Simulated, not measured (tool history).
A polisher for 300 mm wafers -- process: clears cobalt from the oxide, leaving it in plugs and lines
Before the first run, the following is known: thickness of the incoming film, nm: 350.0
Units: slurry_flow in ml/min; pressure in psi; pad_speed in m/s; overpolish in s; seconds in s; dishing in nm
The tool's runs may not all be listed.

run 1 hour=0 | slurry_flow=225 pressure=1.2 pad_speed=1.1 overpolish=21 | seconds=117.58 dishing=19.692
run 2 hour=5.1 | slurry_flow=195 pressure=1.2 pad_speed=1.1 overpolish=21 | seconds=118.08 dishing=19.556
run 3 hour=13.2 | slurry_flow=195 pressure=1.3 pad_speed=1.12 overpolish=21 | seconds=110.73 dishing=20.337
run 4 hour=21.1 | slurry_flow=200 pressure=1.4 pad_speed=1.14 overpolish=18 | seconds=104.61 dishing=19.352
run 5 hour=26.1 | slurry_flow=200 pressure=1.2 pad_speed=1.14 overpolish=18 | seconds=114.56 dishing=19.11
run 6 hour=34.5 | slurry_flow=200 pressure=1.4 pad_speed=1.18 overpolish=18 | seconds=100.85 dishing=20.155
run 7 hour=37.6 | slurry_flow=200 pressure=1.7 pad_speed=1.26 overpolish=12 | seconds=79.819 dishing=18.682

The next listed run, before its measurement:
run 8 hour=42.1 | slurry_flow=200 pressure=1.7 pad_speed=1.26 overpolish=12 | seconds=? dishing=?

Run 8 yielded seconds 81.65 s, dishing 19.134 nm.
